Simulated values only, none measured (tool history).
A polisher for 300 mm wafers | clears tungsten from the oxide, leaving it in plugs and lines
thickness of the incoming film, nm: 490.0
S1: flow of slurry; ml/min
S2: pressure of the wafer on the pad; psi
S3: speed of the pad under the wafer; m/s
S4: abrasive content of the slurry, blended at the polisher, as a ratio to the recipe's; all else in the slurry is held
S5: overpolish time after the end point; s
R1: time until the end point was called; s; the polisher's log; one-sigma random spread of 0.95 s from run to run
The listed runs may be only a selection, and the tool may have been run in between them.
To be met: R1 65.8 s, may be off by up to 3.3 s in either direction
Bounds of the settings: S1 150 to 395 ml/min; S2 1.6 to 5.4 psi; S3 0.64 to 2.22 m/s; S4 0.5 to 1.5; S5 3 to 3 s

Run 1, day 0: S1 250 ml/min, S2 3.5 psi, S3 1.42 m/s, S4 1, S5 3 s. Result: R1 86.677 s.
Run 2, day 0.242: S1 250 ml/min, S2 2.8 psi, S3 1.42 m/s, S4 1, S5 3 s. Result: R1 102.53 s.
Run 3, day 0.354: S1 250 ml/min, S2 3.1 psi, S3 1.44 m/s, S4 1, S5 3 s. Result: R1 92.361 s.
Run 4, day 0.546: S1 225 ml/min, S2 3.1 psi, S3 1.44 m/s, S4 1, S5 3 s. Result: R1 95.618 s.
At day 0.621: slurry nozzle cleaned.
Run 5, day 0.621: S1 230 ml/min, S2 3.3 psi, S3 1.44 m/s, S4 1, S5 3 s. Result: R1 86.251 s.
Run 6, day 0.9: S1 230 ml/min, S2 2.5 psi, S3 1.44 m/s, S4 1, S5 3 s. Result: R1 103.79 s.
Run 7, day 1.171: S1 230 ml/min, S2 2.8 psi, S3 1.46 m/s, S4 1, S5 3 s. Result: R1 92.854 s.
Run 8, day 1.262: S1 225 ml/min, S2 3 psi, S3 1.48 m/s, S4 1, S5 3 s. Result: R1 89.07 s.
Run 9, day 1.471: S1 225 ml/min, S2 3.2 psi, S3 1.48 m/s, S4 1, S5 3 s. Result: R1 86.865 s.
Run 10, day 1.75: S1 225 ml/min, S2 3.4 psi, S3 1.48 m/s, S4 1, S5 3 s. Result: R1 80.813 s.
Run 11, day 1.983: S1 225 ml/min, S2 3.5 psi, S3 1.48 m/s, S4 1, S5 3 s. Result: R1 81.334 s.
Run 12, day 2.029: S1 225 ml/min, S2 3.5 psi, S3 1.48 m/s, S4 1, S5 3 s. Result: R1 77.657 s.
Run 13, day 2.367: S1 220 ml/min, S2 3.6 psi, S3 1.48 m/s, S4 1, S5 3 s. Result: R1 78.876 s.

Next run, 5 choices. One meets every target within its allowed miss, the rest don't. Which?
Run A, day 2.704: S1 215 ml/min, S2 3.5 psi, S3 1.08 m/s, S4 1.05, S5 3 s. Result: R1 ?.
Run B, day 2.704: S1 200 ml/min, S2 3.7 psi, S3 1.7 m/s, S4 1.1, S5 3 s. Result: R1 ?.
Run C, day 2.704: S1 200 ml/min, S2 4 psi, S3 1.82 m/s, S4 1.1, S5 3 s. Result: R1 ?.
Run D, day 2.704: S1 305 ml/min, S2 2.9 psi, S3 1.28 m/s, S4 0.95, S5 3 s. Result: R1 ?.
Run E, day 2.704: S1 220 ml/min, S2 3.8 psi, S3 1.52 m/s, S4 1.1, S5 3 s. Result: R1 ?.

move      R1
   A   108.4
   B  67.079
   C  59.253
   D  103.32
   E   72.54
A: misses by more than the last run did
B: every result lands within tolerance
C: pushes the last run's worst result past its target
D: misses by more than the last run did
E: an improvement on the last run, though not all results are within tolerance
So the answer is move B, the one that meets all the targets.

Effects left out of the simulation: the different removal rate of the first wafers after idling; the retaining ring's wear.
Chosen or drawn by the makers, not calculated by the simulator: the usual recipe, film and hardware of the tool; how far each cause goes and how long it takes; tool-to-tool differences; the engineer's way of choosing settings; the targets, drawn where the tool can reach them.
